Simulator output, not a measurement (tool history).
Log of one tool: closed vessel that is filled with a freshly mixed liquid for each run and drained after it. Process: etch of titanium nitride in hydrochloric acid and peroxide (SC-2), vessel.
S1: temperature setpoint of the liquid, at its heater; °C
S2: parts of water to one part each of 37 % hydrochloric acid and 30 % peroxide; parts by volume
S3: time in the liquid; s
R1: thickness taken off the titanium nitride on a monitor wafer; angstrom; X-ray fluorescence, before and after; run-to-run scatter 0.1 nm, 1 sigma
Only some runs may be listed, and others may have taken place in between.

{"run": 1, "hour": 0.0, "S1": 49.0, "S2": 7.5, "S3": 590, "R1": 113.37}
{"run": 2, "hour": 2.6, "S1": 49.0, "S2": 10.0, "S3": 590, "R1": 89.079}
{"run": 3, "hour": 4.5, "S1": 49.0, "S2": 9.0, "S3": 590, "R1": 98.33}
{"run": 4, "hour": 11.2, "S1": 51.5, "S2": 9.0, "S3": 590, "R1": 115.28}
{"run": 5, "hour": 17.2, "S1": 57.0, "S2": 9.0, "S3": 590, "R1": 164.25}
{"run": 6, "hour": 22.7, "S1": 58.0, "S2": 9.0, "S3": 590, "R1": 176.64}
{"run": 7, "hour": 31.1, "S1": 59.0, "S2": 9.0, "S3": 590, "R1": 186.93}
{"run": 8, "hour": 34.7, "S1": 59.5, "S2": 9.0, "S3": 590, "R1": 192.44}
{"hour": 42.3, "done": "new drum of peroxide connected"}
{"run": 9, "hour": 42.3, "S1": 60.0, "S2": 9.0, "S3": 590, "R1": 207.88}

The next listed run, before its measurement:
{"run": 10, "hour": 48.4, "S1": 60.5, "S2": 9.0, "S3": 590, "R1": "?"}

Run 10 yielded R1 214.620 angstrom.

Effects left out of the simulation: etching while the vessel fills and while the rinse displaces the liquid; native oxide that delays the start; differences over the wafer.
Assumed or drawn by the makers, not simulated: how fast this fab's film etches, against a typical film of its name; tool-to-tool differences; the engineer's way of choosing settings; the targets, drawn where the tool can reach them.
